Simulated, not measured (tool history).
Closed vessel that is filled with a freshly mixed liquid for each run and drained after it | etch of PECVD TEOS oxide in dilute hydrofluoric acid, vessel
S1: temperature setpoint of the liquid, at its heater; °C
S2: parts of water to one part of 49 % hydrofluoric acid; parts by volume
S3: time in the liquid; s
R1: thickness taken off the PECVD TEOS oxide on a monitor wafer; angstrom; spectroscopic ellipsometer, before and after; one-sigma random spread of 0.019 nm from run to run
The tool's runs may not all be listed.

run    day    S1   S2   S3      R1
  1      0    22  130  155  100.73
  2  0.342  19.5  130  155  90.942
  3  0.717    19  140  155  82.532
  4  0.792    19  115  155  102.96
     0.846  -- hydrofluoric acid flow meter replaced
  5  0.846  18.5  125  155  84.974
  6   1.05  18.5   95  155   114.8
  7   1.35  18.5  105  155  102.65
  8    1.5  18.5  115  155  92.792
  9  1.542  18.5  125  155  85.101

Expected results for the next run?
 10  1.808  18.5  130  155   ?

Run 10 came out at R1 81.05 angstrom.
